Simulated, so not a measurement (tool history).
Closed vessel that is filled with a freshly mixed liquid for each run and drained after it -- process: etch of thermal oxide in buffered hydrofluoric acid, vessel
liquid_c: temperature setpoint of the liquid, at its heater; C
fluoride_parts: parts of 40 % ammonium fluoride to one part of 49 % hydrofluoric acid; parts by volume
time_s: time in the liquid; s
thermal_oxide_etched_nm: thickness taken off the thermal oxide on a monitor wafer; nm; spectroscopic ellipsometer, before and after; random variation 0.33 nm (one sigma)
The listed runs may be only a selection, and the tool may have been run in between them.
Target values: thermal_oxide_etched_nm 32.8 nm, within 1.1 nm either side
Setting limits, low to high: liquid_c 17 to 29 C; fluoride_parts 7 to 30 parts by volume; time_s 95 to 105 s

{"run": 1, "hour": 0.0, "liquid_c": 21, "fluoride_parts": 20, "time_s": 95, "thermal_oxide_etched_nm": 47.925}
{"run": 2, "hour": 5.5, "liquid_c": 21, "fluoride_parts": 20, "time_s": 105, "thermal_oxide_etched_nm": 53.942}
{"run": 3, "hour": 14.0, "liquid_c": 20, "fluoride_parts": 21.5, "time_s": 105, "thermal_oxide_etched_nm": 48.037}
{"run": 4, "hour": 14.9, "liquid_c": 19.5, "fluoride_parts": 22.5, "time_s": 105, "thermal_oxide_etched_nm": 45.425}
{"run": 5, "hour": 18.1, "liquid_c": 19.5, "fluoride_parts": 22.5, "time_s": 105, "thermal_oxide_etched_nm": 44.108}
{"run": 6, "hour": 19.9, "liquid_c": 19, "fluoride_parts": 23.5, "time_s": 105, "thermal_oxide_etched_nm": 42.684}
{"run": 7, "hour": 24.1, "liquid_c": 18.5, "fluoride_parts": 24.5, "time_s": 105, "thermal_oxide_etched_nm": 39.818}
{"run": 8, "hour": 28.8, "liquid_c": 18, "fluoride_parts": 25, "time_s": 105, "thermal_oxide_etched_nm": 38.256}
{"run": 9, "hour": 35.0, "liquid_c": 18, "fluoride_parts": 25.5, "time_s": 105, "thermal_oxide_etched_nm": 37.627}
{"run": 10, "hour": 43.9, "liquid_c": 18, "fluoride_parts": 25.5, "time_s": 105, "thermal_oxide_etched_nm": 37.764}
{"run": 11, "hour": 51.5, "liquid_c": 18, "fluoride_parts": 26, "time_s": 105, "thermal_oxide_etched_nm": 37.516}

Which of these 4 next moves meets every target?
{"run": "A", "hour": 59.1, "liquid_c": 17, "fluoride_parts": 27, "time_s": 100, "thermal_oxide_etched_nm": "?"}
{"run": "B", "hour": 59.1, "liquid_c": 17.5, "fluoride_parts": 18.5, "time_s": 100, "thermal_oxide_etched_nm": "?"}
{"run": "C", "hour": 59.1, "liquid_c": 19, "fluoride_parts": 24.5, "time_s": 105, "thermal_oxide_etched_nm": "?"}
{"run": "D", "hour": 59.1, "liquid_c": 21, "fluoride_parts": 29, "time_s": 105, "thermal_oxide_etched_nm": "?"}

move=A thermal_oxide_etched_nm=32.951
move=B thermal_oxide_etched_nm=45.045
move=C thermal_oxide_etched_nm=41.408
move=D thermal_oxide_etched_nm=41.194
A: in spec on every target
B: its largest miss is bigger than the last run's
C: its largest miss is bigger than the last run's
D: its largest miss is bigger than the last run's
Go with A: it meets all targets.
